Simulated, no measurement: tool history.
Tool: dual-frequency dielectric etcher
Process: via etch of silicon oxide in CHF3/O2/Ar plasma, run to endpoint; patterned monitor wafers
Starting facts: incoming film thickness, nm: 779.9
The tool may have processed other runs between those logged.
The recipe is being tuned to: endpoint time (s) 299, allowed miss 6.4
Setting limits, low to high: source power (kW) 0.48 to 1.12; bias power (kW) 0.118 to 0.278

run,day,source power (kW),bias power (kW),endpoint time (s)
1,0,0.8,0.198,349.28
2,0.225,0.83,0.2,341.95
3,0.458,0.83,0.218,334.67
4,0.629,0.85,0.219,329.19
5,0.708,0.85,0.196,336.58
6,0.933,0.85,0.211,335.03
7,1.175,0.85,0.211,330.65
8,1.421,0.86,0.212,332.34
9,1.475,0.88,0.213,329.59
10,1.525,0.9,0.215,322.73
11,1.75,0.91,0.216,314.71
12,1.825,0.91,0.216,318.49

Consider the 5 candidate settings below. Which is the only one whose results all fall within their allowed miss of target?
A,1.9,0.87,0.214,?
B,1.9,1.02,0.221,?
C,1.9,1.08,0.234,?
D,1.9,0.9,0.213,?
E,1.9,1.05,0.241,?

move,endpoint time (s)
A,327.09
B,297.9
C,285.39
D,321.33
E,287.58
A: lands further from the targets than the last run did
B: each result inside its tolerance
C: the result that was furthest off in the last run now lies on the other side of its target
D: lands further from the targets than the last run did
E: the result that was furthest off in the last run now lies on the other side of its target
So the answer is move B, the one that meets all the targets.
